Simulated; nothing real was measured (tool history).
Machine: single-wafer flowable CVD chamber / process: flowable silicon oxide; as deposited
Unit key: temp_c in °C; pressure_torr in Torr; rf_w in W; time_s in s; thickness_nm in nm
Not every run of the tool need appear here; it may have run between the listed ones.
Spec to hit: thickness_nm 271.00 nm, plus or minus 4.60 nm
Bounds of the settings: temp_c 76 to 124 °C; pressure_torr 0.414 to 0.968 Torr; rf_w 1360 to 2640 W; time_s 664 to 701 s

{"run": 1, "day": 0.0, "temp_c": 100, "pressure_torr": 0.691, "rf_w": 2000, "time_s": 701, "thickness_nm": 369.02}
{"run": 2, "day": 0.354, "temp_c": 100, "pressure_torr": 0.691, "rf_w": 1800, "time_s": 701, "thickness_nm": 360.63}
{"run": 3, "day": 0.462, "temp_c": 90, "pressure_torr": 0.691, "rf_w": 1800, "time_s": 701, "thickness_nm": 483.27}
{"run": 4, "day": 0.508, "temp_c": 90, "pressure_torr": 0.691, "rf_w": 1610, "time_s": 701, "thickness_nm": 469.05}
{"run": 5, "day": 0.875, "temp_c": 90, "pressure_torr": 0.691, "rf_w": 1610, "time_s": 664, "thickness_nm": 443.87}
{"run": 6, "day": 1.233, "temp_c": 90, "pressure_torr": 0.691, "rf_w": 1610, "time_s": 701, "thickness_nm": 469.08}
{"run": 7, "day": 1.312, "temp_c": 96, "pressure_torr": 0.69, "rf_w": 1610, "time_s": 701, "thickness_nm": 392.97}
{"run": 8, "day": 1.496, "temp_c": 100, "pressure_torr": 0.69, "rf_w": 1610, "time_s": 701, "thickness_nm": 351.15}
{"run": 9, "day": 1.7, "temp_c": 100, "pressure_torr": 0.69, "rf_w": 1610, "time_s": 701, "thickness_nm": 351.14}
{"run": 10, "day": 2.021, "temp_c": 103, "pressure_torr": 0.69, "rf_w": 1610, "time_s": 701, "thickness_nm": 320.99}
{"run": 11, "day": 2.079, "temp_c": 105, "pressure_torr": 0.69, "rf_w": 1610, "time_s": 701, "thickness_nm": 304.87}
{"run": 12, "day": 2.267, "temp_c": 106, "pressure_torr": 0.69, "rf_w": 1610, "time_s": 701, "thickness_nm": 295.45}
{"run": 13, "day": 2.433, "temp_c": 107, "pressure_torr": 0.69, "rf_w": 1610, "time_s": 701, "thickness_nm": 285.98}

Consider the 4 candidate settings below. Which is the only one whose results all fall within their allowed miss of target?
{"run": "A", "day": 2.6, "temp_c": 106, "pressure_torr": 0.693, "rf_w": 1400, "time_s": 664, "thickness_nm": "?"}
{"run": "B", "day": 2.6, "temp_c": 104, "pressure_torr": 0.655, "rf_w": 1600, "time_s": 665, "thickness_nm": "?"}
{"run": "C", "day": 2.6, "temp_c": 109, "pressure_torr": 0.748, "rf_w": 1455, "time_s": 701, "thickness_nm": "?"}
{"run": "D", "day": 2.6, "temp_c": 104, "pressure_torr": 0.638, "rf_w": 1650, "time_s": 681, "thickness_nm": "?"}

move=A thickness_nm=269.29
move=B thickness_nm=280.97
move=C thickness_nm=284.13
move=D thickness_nm=282.72
A: all results in spec
B: nearer the targets than the last run, but a result is still out of spec
C: nearer the targets than the last run, but a result is still out of spec
D: nearer the targets than the last run, but a result is still out of spec
A meets every target.

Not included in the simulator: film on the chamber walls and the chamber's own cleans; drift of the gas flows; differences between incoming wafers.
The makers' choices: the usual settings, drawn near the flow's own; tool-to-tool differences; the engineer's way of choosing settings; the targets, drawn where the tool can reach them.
